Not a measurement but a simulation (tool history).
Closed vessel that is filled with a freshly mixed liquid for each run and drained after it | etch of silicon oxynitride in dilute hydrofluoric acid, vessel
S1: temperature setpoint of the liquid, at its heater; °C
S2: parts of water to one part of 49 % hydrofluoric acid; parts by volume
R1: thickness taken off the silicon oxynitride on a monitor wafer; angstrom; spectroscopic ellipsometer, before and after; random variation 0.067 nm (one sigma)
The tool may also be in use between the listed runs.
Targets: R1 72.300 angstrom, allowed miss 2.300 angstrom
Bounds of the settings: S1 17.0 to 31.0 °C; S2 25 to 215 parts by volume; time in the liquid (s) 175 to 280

Run 1, hour 0.0: S1 23.0 °C, S2 120 parts by volume, time in the liquid (s) 280. Result: R1 89.664 angstrom.
Run 2, hour 4.9: S1 23.0 °C, S2 95 parts by volume, time in the liquid (s) 280. Result: R1 115.310 angstrom.
Run 3, hour 10.7: S1 25.5 °C, S2 95 parts by volume, time in the liquid (s) 280. Result: R1 127.800 angstrom.
Run 4, hour 19.4: S1 25.5 °C, S2 130 parts by volume, time in the liquid (s) 280. Result: R1 91.220 angstrom.
Run 5, hour 28.2: S1 24.5 °C, S2 130 parts by volume, time in the liquid (s) 280. Result: R1 87.299 angstrom.
Run 6, hour 32.8: S1 22.5 °C, S2 130 parts by volume, time in the liquid (s) 280. Result: R1 79.767 angstrom.
Run 7, hour 37.6: S1 22.0 °C, S2 130 parts by volume, time in the liquid (s) 280. Result: R1 78.606 angstrom.
Run 8, hour 45.5: S1 21.5 °C, S2 130 parts by volume, time in the liquid (s) 280. Result: R1 76.876 angstrom.
Run 9, hour 47.6: S1 21.5 °C, S2 130 parts by volume, time in the liquid (s) 280. Result: R1 76.871 angstrom.

Which of these 4 next moves meets every target?
Run A, hour 49.7: S1 19.5 °C, S2 110 parts by volume, time in the liquid (s) 280. Result: R1 ?.
Run B, hour 49.7: S1 20.0 °C, S2 130 parts by volume, time in the liquid (s) 280. Result: R1 ?.
Run C, hour 49.7: S1 20.5 °C, S2 115 parts by volume, time in the liquid (s) 280. Result: R1 ?.
Run D, hour 49.7: S1 22.0 °C, S2 125 parts by volume, time in the liquid (s) 280. Result: R1 ?.

move      R1
   A  82.973
   B  70.927
   C  83.020
   D  81.455
A: further off than the last run
B: meets every target
C: further off than the last run
D: further off than the last run
Answer: B
